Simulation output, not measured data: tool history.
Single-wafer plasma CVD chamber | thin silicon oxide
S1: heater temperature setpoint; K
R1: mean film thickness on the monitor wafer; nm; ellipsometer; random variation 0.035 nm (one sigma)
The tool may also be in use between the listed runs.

run 1 hour=0.0 | S1=658.15 chamber_pressure_(Torr)=0.820 RF_power_(kW)=0.275 deposition_time_(s)=6.36 | R1=10.4060
run 2 hour=4.8 | S1=658.15 chamber_pressure_(Torr)=0.820 RF_power_(kW)=0.275 deposition_time_(s)=6.36 | R1=10.3550
run 3 hour=5.9 | S1=658.15 chamber_pressure_(Torr)=0.820 RF_power_(kW)=0.275 deposition_time_(s)=6.03 | R1=9.8455
run 4 hour=14.4 | S1=658.15 chamber_pressure_(Torr)=0.797 RF_power_(kW)=0.275 deposition_time_(s)=6.03 | R1=9.5015
run 5 hour=20.2 | S1=658.15 chamber_pressure_(Torr)=0.797 RF_power_(kW)=0.275 deposition_time_(s)=6.36 | R1=10.1060
run 6 hour=28.8 | S1=658.15 chamber_pressure_(Torr)=0.902 RF_power_(kW)=0.275 deposition_time_(s)=6.36 | R1=11.4010
run 7 hour=35.8 | S1=658.15 chamber_pressure_(Torr)=0.858 RF_power_(kW)=0.275 deposition_time_(s)=6.36 | R1=10.8420
run 8 hour=41.0 | S1=658.15 chamber_pressure_(Torr)=0.823 RF_power_(kW)=0.275 deposition_time_(s)=6.36 | R1=10.4310
-- hour=48.9 capacitance manometer re-zeroed and calibrated
run 9 hour=48.9 | S1=658.15 chamber_pressure_(Torr)=0.792 RF_power_(kW)=0.275 deposition_time_(s)=6.36 | R1=10.7090
run 10 hour=53.2 | S1=658.15 chamber_pressure_(Torr)=0.749 RF_power_(kW)=0.260 deposition_time_(s)=6.34 | R1=9.8595
run 11 hour=57.5 | S1=658.15 chamber_pressure_(Torr)=0.719 RF_power_(kW)=0.260 deposition_time_(s)=6.33 | R1=9.3932
run 12 hour=65.7 | S1=658.15 chamber_pressure_(Torr)=0.701 RF_power_(kW)=0.260 deposition_time_(s)=6.33 | R1=9.2151
run 13 hour=70.3 | S1=658.15 chamber_pressure_(Torr)=0.687 RF_power_(kW)=0.260 deposition_time_(s)=6.33 | R1=8.9373
run 14 hour=76.4 | S1=658.15 chamber_pressure_(Torr)=0.680 RF_power_(kW)=0.260 deposition_time_(s)=6.33 | R1=8.8392

Run 15 comes next. What will it give?
run 15 hour=80.5 | S1=658.15 chamber_pressure_(Torr)=0.675 RF_power_(kW)=0.260 deposition_time_(s)=6.33 | R1=?

{"run 15": {"R1": 8.7812}}
